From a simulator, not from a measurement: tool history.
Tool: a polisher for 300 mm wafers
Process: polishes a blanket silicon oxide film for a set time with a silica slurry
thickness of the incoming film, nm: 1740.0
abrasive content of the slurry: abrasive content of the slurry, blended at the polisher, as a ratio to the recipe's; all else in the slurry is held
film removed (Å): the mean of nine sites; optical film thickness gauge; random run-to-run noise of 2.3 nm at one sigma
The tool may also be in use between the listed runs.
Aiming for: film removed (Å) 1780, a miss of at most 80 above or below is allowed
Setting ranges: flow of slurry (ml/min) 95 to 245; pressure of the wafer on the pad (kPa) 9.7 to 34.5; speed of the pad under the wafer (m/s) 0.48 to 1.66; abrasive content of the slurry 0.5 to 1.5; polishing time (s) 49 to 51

| run | day | flow of slurry (ml/min) | pressure of the wafer on the pad (kPa) | speed of the pad under the wafer (m/s) | abrasive content of the slurry | polishing time (s) | film removed (Å) |
|---|---|---|---|---|---|---|---|
| 1 | 0 | 155 | 22.1 | 1.06 | 1 | 49 | 1297.2 |
| 2 | 0.042 | 155 | 22.1 | 1.06 | 0.9 | 49 | 1260.6 |
| 3 | 0.362 | 155 | 22.8 | 1.06 | 0.9 | 49 | 1249.2 |
| 4 | 0.433 | 155 | 22.8 | 1.06 | 0.9 | 51 | 1295.4 |
| 5 | 0.7 | 155 | 26.9 | 1.06 | 0.9 | 51 | 1507.7 |
| 6 | 1.046 | 155 | 26.9 | 0.88 | 0.9 | 51 | 1297.1 |
| 7 | 1.15 | 165 | 33.1 | 0.9 | 0.9 | 51 | 1599.8 |
| 8 | 1.204 | 165 | 33.1 | 0.92 | 0.9 | 51 | 1620.9 |

Which of these 4 next moves meets every target?
| A | 1.258 | 115 | 34.5 | 0.84 | 1.25 | 51 | ? |
| B | 1.258 | 200 | 31 | 1.04 | 1.1 | 51 | ? |
| C | 1.258 | 155 | 29.6 | 0.9 | 0.9 | 51 | ? |
| D | 1.258 | 155 | 33.8 | 0.88 | 1.35 | 51 | ? |

| move | film removed (Å) |
|---|---|
| A | 1730.7 |
| B | 1949 |
| C | 1409.9 |
| D | 1955.1 |
A: each result inside its tolerance
B: carries the result that was furthest off beyond its target, to the other side
C: moves away from the targets compared with the last run
D: carries the result that was furthest off beyond its target, to the other side
Answer: A

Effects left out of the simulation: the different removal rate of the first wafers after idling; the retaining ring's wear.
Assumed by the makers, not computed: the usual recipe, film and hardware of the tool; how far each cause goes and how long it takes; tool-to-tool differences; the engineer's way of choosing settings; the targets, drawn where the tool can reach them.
